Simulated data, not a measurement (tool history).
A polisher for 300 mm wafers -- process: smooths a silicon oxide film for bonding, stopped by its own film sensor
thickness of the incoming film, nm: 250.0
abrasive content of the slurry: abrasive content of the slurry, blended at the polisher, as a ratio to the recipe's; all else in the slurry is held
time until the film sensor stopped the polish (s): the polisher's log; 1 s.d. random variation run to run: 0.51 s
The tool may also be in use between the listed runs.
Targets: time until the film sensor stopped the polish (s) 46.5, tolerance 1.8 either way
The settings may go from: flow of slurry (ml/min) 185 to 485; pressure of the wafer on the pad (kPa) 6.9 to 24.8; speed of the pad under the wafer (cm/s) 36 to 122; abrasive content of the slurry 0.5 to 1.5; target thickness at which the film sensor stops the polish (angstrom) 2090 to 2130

run  hour  flow of slurry (ml/min)  pressure of the wafer on the pad (kPa)  speed of the pad under the wafer (cm/s)  abrasive content of the slurry  target thickness at which the film sensor stops the polish (angstrom)  time until the film sensor stopped the polish (s)
  1     0                      310                                    15.9                                       78                               1                                                                   2090                                             64.629
  2   1.8                      310                                    16.5                                       78                               1                                                                   2090                                             61.501
  3   6.2                      310                                    16.5                                       70                               1                                                                   2090                                             64.945
  4    10                      310                                    16.5                                       70                               1                                                                   2130                                             59.695
  5  16.3                      310                                    14.5                                       70                               1                                                                   2130                                             68.287
  6  20.4                      310                                    14.5                                       70                             0.9                                                                   2130                                              71.45
  7  28.9                      310                                    15.9                                       70                             0.9                                                                   2130                                             66.453
  8  35.3                      310                                    17.2                                       70                             0.9                                                                   2130                                             59.917
  9  41.6                      310                                    17.9                                       70                             0.9                                                                   2130                                             57.402
 10  47.8                      310                                    18.6                                       70                             0.9                                                                   2130                                              56.23
 11  55.3                      310                                    19.3                                       70                             0.9                                                                   2130                                             54.002
 12  61.2                      310                                      20                                       70                             0.9                                                                   2130                                             51.837
 13  69.6                      310                                    20.7                                       70                             0.9                                                                   2130                                             50.448

4 candidate next runs follow, results not yet known. Just one meets every target within its allowed miss. Identify it.
  A    78                      380                                    22.1                                       66                               1                                                                   2130                                                  ?
  B    78                      355                                    19.3                                       72                            0.95                                                                   2090                                                  ?
  C    78                      320                                    24.8                                       50                             0.8                                                                   2130                                                  ?
  D    78                      455                                    13.8                                      102                            0.95                                                                   2130                                                  ?

move  time until the film sensor stopped the polish (s)
   A                                             44.789
   B                                             55.229
   C                                              53.01
   D                                             54.389
A: all results in spec
B: further off than the last run
C: further off than the last run
D: further off than the last run
Answer: A

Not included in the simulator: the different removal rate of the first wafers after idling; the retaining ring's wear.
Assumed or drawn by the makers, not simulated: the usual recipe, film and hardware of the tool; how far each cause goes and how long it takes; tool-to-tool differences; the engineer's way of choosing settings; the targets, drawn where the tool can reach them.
